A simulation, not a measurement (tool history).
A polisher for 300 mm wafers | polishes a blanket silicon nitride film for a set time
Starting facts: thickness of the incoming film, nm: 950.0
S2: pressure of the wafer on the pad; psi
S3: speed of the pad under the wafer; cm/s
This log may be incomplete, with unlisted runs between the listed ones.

Run 1, hour 0.0: flow of slurry (ml/min) 275, S2 3.5 psi, S3 130 cm/s, polishing time (s) 114. Result: film removed (nm) 250.01.
Run 2, hour 8.3: flow of slurry (ml/min) 275, S2 3.5 psi, S3 104 cm/s, polishing time (s) 114. Result: film removed (nm) 210.67.
Run 3, hour 15.6: flow of slurry (ml/min) 210, S2 3.5 psi, S3 104 cm/s, polishing time (s) 114. Result: film removed (nm) 205.07.
Run 4, hour 16.7: flow of slurry (ml/min) 210, S2 3.0 psi, S3 104 cm/s, polishing time (s) 114. Result: film removed (nm) 180.36.
Run 5, hour 17.7: flow of slurry (ml/min) 220, S2 3.5 psi, S3 112 cm/s, polishing time (s) 114. Result: film removed (nm) 220.69.
Run 6, hour 26.6: flow of slurry (ml/min) 220, S2 3.9 psi, S3 118 cm/s, polishing time (s) 114. Result: film removed (nm) 250.91.
Run 7, hour 28.9: flow of slurry (ml/min) 260, S2 4.9 psi, S3 154 cm/s, polishing time (s) 114. Result: film removed (nm) 386.86.
Run 8, hour 30.9: flow of slurry (ml/min) 265, S2 5.0 psi, S3 154 cm/s, polishing time (s) 114. Result: film removed (nm) 390.33.

For run 9, what comes out?
Run 9, hour 34.7: flow of slurry (ml/min) 265, S2 5.1 psi, S3 156 cm/s, polishing time (s) 114. Result: film removed (nm) ?.

{"run 9": {"film removed (nm)": 403.1}}
